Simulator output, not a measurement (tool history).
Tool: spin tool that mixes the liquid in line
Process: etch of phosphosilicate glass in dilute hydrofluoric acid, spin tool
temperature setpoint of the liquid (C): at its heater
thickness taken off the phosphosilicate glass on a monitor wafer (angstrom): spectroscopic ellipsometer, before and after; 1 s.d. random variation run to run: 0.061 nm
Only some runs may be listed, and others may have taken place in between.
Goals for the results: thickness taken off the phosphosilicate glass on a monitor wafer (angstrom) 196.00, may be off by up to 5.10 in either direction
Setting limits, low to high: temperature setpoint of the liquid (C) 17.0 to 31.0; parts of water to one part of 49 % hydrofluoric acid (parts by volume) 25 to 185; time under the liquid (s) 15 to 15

| run | hour | temperature setpoint of the liquid (C) | parts of water to one part of 49 % hydrofluoric acid (parts by volume) | time under the liquid (s) | thickness taken off the phosphosilicate glass on a monitor wafer (angstrom) |
|---|---|---|---|---|---|
| 1 | 0.0 | 23.0 | 105 | 15 | 278.64 |
| 2 | 3.0 | 22.0 | 105 | 15 | 268.25 |
| 3 | 7.6 | 21.0 | 105 | 15 | 257.56 |
| 4 | 8.4 | 20.5 | 105 | 15 | 251.41 |
| 5 | 16.5 | 20.0 | 105 | 15 | 247.46 |
| 6 | 21.6 | 19.5 | 105 | 15 | 241.62 |
| 7 | 29.8 | 19.0 | 105 | 15 | 236.82 |
| 8 | 33.1 | 18.5 | 105 | 15 | 231.43 |
| 9 | 35.2 | 18.0 | 105 | 15 | 227.35 |
|  | 36.8 | hydrofluoric acid flow meter replaced |
| 10 | 36.8 | 17.5 | 110 | 15 | 188.00 |

4 next moves are on the table. One of them brings every result within its allowed miss. Which?
| A | 38.4 | 22.0 | 130 | 15 | ? |
| B | 38.4 | 17.0 | 105 | 15 | ? |
| C | 38.4 | 17.0 | 115 | 15 | ? |
| D | 38.4 | 17.0 | 110 | 15 | ? |

| move | thickness taken off the phosphosilicate glass on a monitor wafer (angstrom) |
|---|---|
| A | 187.46 |
| B | 194.42 |
| C | 175.70 |
| D | 184.63 |
A: lands further from the targets than the last run did
B: in spec on every target
C: lands further from the targets than the last run did
D: lands further from the targets than the last run did
Answer: B
